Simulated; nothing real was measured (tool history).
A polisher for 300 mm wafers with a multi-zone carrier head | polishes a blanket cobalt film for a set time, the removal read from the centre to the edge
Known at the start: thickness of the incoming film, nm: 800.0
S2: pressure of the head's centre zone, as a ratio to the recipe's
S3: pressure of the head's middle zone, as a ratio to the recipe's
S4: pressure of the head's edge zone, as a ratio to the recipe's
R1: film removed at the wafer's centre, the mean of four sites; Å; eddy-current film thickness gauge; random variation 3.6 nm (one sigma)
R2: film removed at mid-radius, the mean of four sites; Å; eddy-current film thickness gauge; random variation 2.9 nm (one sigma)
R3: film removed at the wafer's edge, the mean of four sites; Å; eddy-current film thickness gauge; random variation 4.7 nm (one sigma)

{"run": 1, "hour": 0.0, "flow of slurry (ml/min)": 130, "S2": 1.0, "S3": 1.0, "S4": 1.0, "polishing time (s)": 36, "R1": 2197.1, "R2": 2283.2, "R3": 2278.0}
{"run": 2, "hour": 6.3, "flow of slurry (ml/min)": 130, "S2": 1.07, "S3": 1.0, "S4": 1.0, "polishing time (s)": 36, "R1": 2417.2, "R2": 2293.3, "R3": 2300.3}
{"run": 3, "hour": 13.0, "flow of slurry (ml/min)": 130, "S2": 1.07, "S3": 1.0, "S4": 1.0, "polishing time (s)": 30, "R1": 2008.3, "R2": 1910.1, "R3": 1904.3}
{"run": 4, "hour": 19.5, "flow of slurry (ml/min)": 130, "S2": 1.15, "S3": 1.0, "S4": 1.0, "polishing time (s)": 30, "R1": 2167.3, "R2": 1902.2, "R3": 1939.0}
{"run": 5, "hour": 21.8, "flow of slurry (ml/min)": 130, "S2": 1.15, "S3": 1.0, "S4": 1.07, "polishing time (s)": 30, "R1": 2188.0, "R2": 1902.1, "R3": 1977.8}
{"run": 6, "hour": 28.1, "flow of slurry (ml/min)": 140, "S2": 1.08, "S3": 1.05, "S4": 1.1, "polishing time (s)": 34, "R1": 2354.9, "R2": 2275.8, "R3": 2273.4}
{"run": 7, "hour": 29.2, "flow of slurry (ml/min)": 150, "S2": 1.03, "S3": 1.09, "S4": 1.12, "polishing time (s)": 37, "R1": 2520.8, "R2": 2601.0, "R3": 2582.6}
{"run": 8, "hour": 30.3, "flow of slurry (ml/min)": 185, "S2": 0.93, "S3": 1.19, "S4": 1.02, "polishing time (s)": 47, "R1": 2983.7, "R2": 3670.2, "R3": 3223.8}

The next listed run, before its measurement:
{"run": 9, "hour": 36.9, "flow of slurry (ml/min)": 185, "S2": 0.92, "S3": 1.19, "S4": 1.02, "polishing time (s)": 47, "R1": "?", "R2": "?", "R3": "?"}

{"run 9": {"R1": 2916.9, "R2": 3646.0, "R3": 3196.9}}
